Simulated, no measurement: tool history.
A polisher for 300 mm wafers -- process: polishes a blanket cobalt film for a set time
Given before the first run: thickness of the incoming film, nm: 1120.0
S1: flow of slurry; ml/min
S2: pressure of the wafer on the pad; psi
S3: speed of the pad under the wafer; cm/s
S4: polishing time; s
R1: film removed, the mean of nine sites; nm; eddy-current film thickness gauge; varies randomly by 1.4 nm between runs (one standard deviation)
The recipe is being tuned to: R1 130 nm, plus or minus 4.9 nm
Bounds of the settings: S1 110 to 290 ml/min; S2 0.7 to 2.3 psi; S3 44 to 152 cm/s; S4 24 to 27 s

run,day,S1,S2,S3,S4,R1
1,0,185,1.5,98,27,82.966
2,0.204,185,1.7,98,27,91.821
3,0.362,185,1.7,78,27,78.832
4,0.392,185,2,78,27,89.986
5,0.467,185,2,90,27,100
6,0.525,185,2,92,27,103.22
7,0.817,185,2,94,27,106.14
8,1.088,190,2.2,96,27,118.21
9,1.133,190,2.3,98,27,123.61

Next run, 4 choices. One meets every target within its allowed miss, the rest don't. Which?
A,1.179,180,2.3,102,27,?
B,1.179,180,2.2,100,27,?
C,1.179,180,2.3,98,26,?
D,1.179,215,2.3,94,26,?

move,R1
A,127.22
B,119.88
C,118.48
D,117.01
A: all results in spec
B: lands further from the targets than the last run did
C: lands further from the targets than the last run did
D: lands further from the targets than the last run did
A meets every target.

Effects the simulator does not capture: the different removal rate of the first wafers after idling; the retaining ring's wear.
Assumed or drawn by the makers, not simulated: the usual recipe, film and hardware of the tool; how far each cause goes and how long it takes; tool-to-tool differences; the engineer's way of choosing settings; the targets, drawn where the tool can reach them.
